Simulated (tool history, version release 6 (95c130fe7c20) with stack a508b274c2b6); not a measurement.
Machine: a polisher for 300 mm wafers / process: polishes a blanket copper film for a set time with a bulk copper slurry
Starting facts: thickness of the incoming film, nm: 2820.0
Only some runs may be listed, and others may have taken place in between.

run,day,flow of slurry (ml/min),pressure of the wafer on the pad (psi),speed of the pad under the wafer (m/s),abrasive content of the slurry,polishing time (s),film removed (nm)
1,0,245,2.2,1.22,1,41,372.4
2,0.283,245,2.2,1.38,1,41,415.48
3,0.454,245,1.8,1.26,1,41,319.52
4,0.65,245,2.3,1.26,1,41,396.85
5,0.871,280,2.3,1.26,1,41,401.33
6,1.067,280,2.3,1.26,1,36,359.54
7,1.108,280,1.9,1.2,1,36,284.55
8,1.479,280,1.6,1.18,1,36,233.09
9,1.808,285,1.4,1.18,1,36,205.02

Run 10 is up next; what results do you expect?
10,1.875,290,1.3,1.18,1,36,?

{"run 10": {"film removed (nm)": 193.68}}
